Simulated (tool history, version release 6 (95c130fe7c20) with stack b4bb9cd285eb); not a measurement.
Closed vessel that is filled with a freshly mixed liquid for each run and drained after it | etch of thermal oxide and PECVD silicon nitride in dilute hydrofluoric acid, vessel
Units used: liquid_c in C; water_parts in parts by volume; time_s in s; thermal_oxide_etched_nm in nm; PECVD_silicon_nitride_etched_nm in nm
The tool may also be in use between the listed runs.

run  hour  liquid_c  water_parts  time_s  thermal_oxide_etched_nm  PECVD_silicon_nitride_etched_nm
  1     0        26          135    1420                   52.431                           22.557
  2     2        26          105    1420                   69.167                           28.388
  3   3.7        26          145    1420                   48.331                           20.711
  4     7        26          145     920                   31.518                           13.545
  5  12.5        26          185     920                   23.647                           10.634
  6  20.5        26          135    1205                   44.961                           19.064

What will run 7 give?
  7  28.2        26          100    1355                        ?                                ?

Logged for run 7: thermal_oxide_etched_nm 70.53 nm, PECVD_silicon_nitride_etched_nm 29.147 nm.

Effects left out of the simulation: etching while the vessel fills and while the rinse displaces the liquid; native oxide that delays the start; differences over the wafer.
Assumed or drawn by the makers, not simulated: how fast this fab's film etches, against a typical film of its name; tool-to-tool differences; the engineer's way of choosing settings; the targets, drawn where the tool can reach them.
